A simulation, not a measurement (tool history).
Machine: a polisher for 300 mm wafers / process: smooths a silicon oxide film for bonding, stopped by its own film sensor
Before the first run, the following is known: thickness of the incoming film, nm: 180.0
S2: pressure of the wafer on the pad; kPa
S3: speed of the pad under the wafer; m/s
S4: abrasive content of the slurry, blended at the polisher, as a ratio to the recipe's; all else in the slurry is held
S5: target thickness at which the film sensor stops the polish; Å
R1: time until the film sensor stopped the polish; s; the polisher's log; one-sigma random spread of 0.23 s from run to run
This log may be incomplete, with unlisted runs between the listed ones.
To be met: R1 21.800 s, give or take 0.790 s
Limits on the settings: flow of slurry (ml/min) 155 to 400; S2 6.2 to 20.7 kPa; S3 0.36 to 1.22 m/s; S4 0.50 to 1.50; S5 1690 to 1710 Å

run 1 hour=0.0 | flow_of_slurry_(ml/min)=255 S2=13.1 S3=0.78 S4=1.00 S5=1690 | R1=18.217
run 2 hour=2.6 | flow_of_slurry_(ml/min)=215 S2=13.1 S3=0.78 S4=1.00 S5=1690 | R1=18.047
run 3 hour=5.1 | flow_of_slurry_(ml/min)=215 S2=12.4 S3=0.78 S4=1.00 S5=1690 | R1=19.101
run 4 hour=8.7 | flow_of_slurry_(ml/min)=215 S2=12.4 S3=0.78 S4=1.00 S5=1690 | R1=19.422
run 5 hour=11.4 | flow_of_slurry_(ml/min)=215 S2=12.4 S3=0.78 S4=1.15 S5=1690 | R1=17.841
run 6 hour=15.1 | flow_of_slurry_(ml/min)=215 S2=11.7 S3=0.78 S4=1.15 S5=1690 | R1=19.051
run 7 hour=17.1 | flow_of_slurry_(ml/min)=215 S2=11.7 S3=0.78 S4=1.15 S5=1690 | R1=18.927
run 8 hour=20.4 | flow_of_slurry_(ml/min)=215 S2=11.0 S3=0.78 S4=1.15 S5=1690 | R1=20.144
run 9 hour=27.0 | flow_of_slurry_(ml/min)=215 S2=9.7 S3=0.78 S4=1.15 S5=1690 | R1=22.732

4 candidate next runs follow, results not yet known. Just one meets every target within its allowed miss. Identify it.
run A hour=33.6 | flow_of_slurry_(ml/min)=160 S2=9.7 S3=0.80 S4=1.15 S5=1690 | R1=?
run B hour=33.6 | flow_of_slurry_(ml/min)=245 S2=9.0 S3=0.80 S4=1.15 S5=1690 | R1=?
run C hour=33.6 | flow_of_slurry_(ml/min)=180 S2=11.0 S3=0.72 S4=1.25 S5=1690 | R1=?
run D hour=33.6 | flow_of_slurry_(ml/min)=210 S2=10.3 S3=0.74 S4=0.95 S5=1690 | R1=?

move=A R1=23.551
move=B R1=23.648
move=C R1=21.341
move=D R1=24.229
A: further off than the last run
B: further off than the last run
C: each result inside its tolerance
D: further off than the last run
Answer: C
